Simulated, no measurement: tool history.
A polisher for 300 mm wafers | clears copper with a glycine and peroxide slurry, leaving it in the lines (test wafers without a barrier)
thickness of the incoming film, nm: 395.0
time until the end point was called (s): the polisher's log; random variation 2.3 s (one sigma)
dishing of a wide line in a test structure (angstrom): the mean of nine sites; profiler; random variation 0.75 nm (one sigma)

run    day  flow of slurry (ml/min)  pressure of the wafer on the pad (psi)  speed of the pad under the wafer (m/s)  overpolish time after the end point (s)  time until the end point was called (s)  dishing of a wide line in a test structure (angstrom)
  1      0                      175                                     2.3                                    0.88                                       24                                   81.015                                                 506.18
  2  0.092                      195                                     2.3                                    0.88                                       24                                    74.63                                                 503.17
  3  0.125                      185                                       2                                    0.86                                       19                                   90.501                                                 430.53
  4  0.212                      185                                       2                                    1.02                                       19                                   79.116                                                 450.14
  5  0.492                      185                                       2                                    1.02                                       11                                   79.977                                                 307.56
     0.692  -- worn pad replaced by a new one
  6  0.692                      225                                       2                                    1.02                                       11                                   67.374                                                 317.26
  7  0.829                      200                                     1.8                                       1                                       11                                   78.308                                                 298.02
  8  0.946                      180                                     1.7                                    0.98                                       12                                   84.215                                                 314.31

Run 9 comes next. What will it give?
  9  0.992                      160                                     1.1                                    0.82                                       16                                        ?                                                      ?

{"run 9": {"time until the end point was called (s)": 134.37, "dishing of a wide line in a test structure (angstrom)": 274.26}}

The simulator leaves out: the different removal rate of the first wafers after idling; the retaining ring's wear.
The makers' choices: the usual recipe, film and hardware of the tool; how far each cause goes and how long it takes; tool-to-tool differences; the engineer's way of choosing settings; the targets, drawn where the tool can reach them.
